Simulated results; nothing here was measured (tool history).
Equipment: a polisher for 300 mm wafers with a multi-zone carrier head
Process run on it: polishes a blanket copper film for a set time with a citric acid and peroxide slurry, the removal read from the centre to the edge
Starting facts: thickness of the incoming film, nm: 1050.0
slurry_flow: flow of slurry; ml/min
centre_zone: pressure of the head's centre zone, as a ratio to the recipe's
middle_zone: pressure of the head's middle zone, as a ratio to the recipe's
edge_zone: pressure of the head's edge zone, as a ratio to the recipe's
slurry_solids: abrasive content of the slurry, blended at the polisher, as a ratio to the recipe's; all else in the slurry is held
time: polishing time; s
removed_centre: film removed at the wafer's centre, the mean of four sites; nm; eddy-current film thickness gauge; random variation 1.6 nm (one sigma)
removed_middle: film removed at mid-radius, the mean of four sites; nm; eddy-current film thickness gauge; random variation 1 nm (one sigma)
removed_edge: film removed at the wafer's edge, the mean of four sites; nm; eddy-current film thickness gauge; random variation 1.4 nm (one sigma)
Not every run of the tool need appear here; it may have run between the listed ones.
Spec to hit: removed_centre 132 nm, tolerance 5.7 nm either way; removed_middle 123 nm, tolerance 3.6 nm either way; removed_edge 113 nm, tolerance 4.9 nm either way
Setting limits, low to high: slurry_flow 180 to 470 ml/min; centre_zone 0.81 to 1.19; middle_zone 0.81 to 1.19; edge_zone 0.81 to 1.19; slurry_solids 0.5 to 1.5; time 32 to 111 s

run  hour  slurry_flow  centre_zone  middle_zone  edge_zone  slurry_solids  time  removed_centre  removed_middle  removed_edge
  1     0          300            1            1          1              1    71          170.32          177.76        177.58
  2   4.1          300            1         0.92          1              1    71          172.47          165.41        176.65
  3   6.9          300            1         0.92       0.97              1    71          171.79           164.9        170.82
  4  15.1          340            1         0.92       0.97              1    71           174.6          169.31        173.92
  5  17.7          340            1         0.85       0.97              1    71          169.54          157.93        177.73
  6  22.5          285            1         0.85       0.97              1    71          172.55          151.72        170.43
  7    26          285            1         0.85       0.97              1    71          171.53          154.04        172.49
  8  34.8          275            1         0.87       0.94            0.9    68          160.71          148.76        159.78
  9  38.8          275            1         0.87       0.94            0.9    68          161.24          147.95        158.03

4 candidate next runs follow, results not yet known. Just one meets every target within its allowed miss. Identify it.
  A  42.8          330         0.83         0.85       1.18              1    88               ?               ?             ?
  B  42.8          285          1.1         0.96       0.84              1    77               ?               ?             ?
  C  42.8          370         1.07         0.95       0.89            0.9    53               ?               ?             ?
  D  42.8          180         1.07         0.97       0.81           1.15    53               ?               ?             ?

move  removed_centre  removed_middle  removed_edge
   A          179.16          191.89        239.61
   B          205.21          183.02         175.8
   C           138.9          125.97        124.62
   D          131.33          122.34        116.31
A: further off than the last run
B: further off than the last run
C: closer than the last run, but not yet in spec
D: all results land within tolerance of their targets
The move that meets every target is D.
